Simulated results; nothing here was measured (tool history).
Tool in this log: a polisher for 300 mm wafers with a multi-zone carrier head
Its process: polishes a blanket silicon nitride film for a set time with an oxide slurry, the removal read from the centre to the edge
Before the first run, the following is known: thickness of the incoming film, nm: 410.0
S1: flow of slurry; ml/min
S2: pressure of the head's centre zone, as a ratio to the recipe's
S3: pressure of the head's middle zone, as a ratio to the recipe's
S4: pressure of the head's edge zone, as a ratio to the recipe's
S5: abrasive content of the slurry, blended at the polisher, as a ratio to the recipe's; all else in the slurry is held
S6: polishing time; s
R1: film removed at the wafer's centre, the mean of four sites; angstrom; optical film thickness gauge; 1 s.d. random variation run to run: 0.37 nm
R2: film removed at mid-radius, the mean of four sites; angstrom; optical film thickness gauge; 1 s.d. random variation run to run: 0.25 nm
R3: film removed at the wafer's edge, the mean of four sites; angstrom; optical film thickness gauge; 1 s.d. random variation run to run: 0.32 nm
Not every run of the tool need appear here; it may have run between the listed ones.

run  hour   S1    S2    S3    S4    S5   S6      R1      R2      R3
  1     0  220     1     1     1     1   85  521.21  541.69  539.87
  2   3.3  220     1     1     1     1  106  649.53   657.5  660.67
  3   5.2  220     1  1.08     1     1  106  648.52     699  663.39
  4   7.4  220  0.94  1.08     1     1  106  627.12     708  661.63
  5   8.7  205  0.99  1.01     1  0.85   87  484.89  494.75  490.73
  6  15.6  190  0.99  0.96  1.01  0.75   76  386.56  378.55  390.64
  7  16.5  180  0.99  0.92  1.02   0.7   72  349.69  327.29  358.56
  8  23.9  170  0.99  0.89  1.01  0.65   69  303.18  283.62  323.81
  9  27.9  165  1.01  0.87  0.97   0.6   68  295.37  251.88  290.92
 10  30.6  150  0.93  0.82  0.89   0.5   67  216.92  197.47  227.44
 11  33.2  170  0.95  0.82  0.91   0.5   66  214.38  195.87   226.6

Predict the results of run 12:
 12    35  170  0.95  0.82  0.91  0.5  66   ?   ?   ?

Run 12 came out at R1 223.65 angstrom, R2 202.13 angstrom, R3 227.02 angstrom.
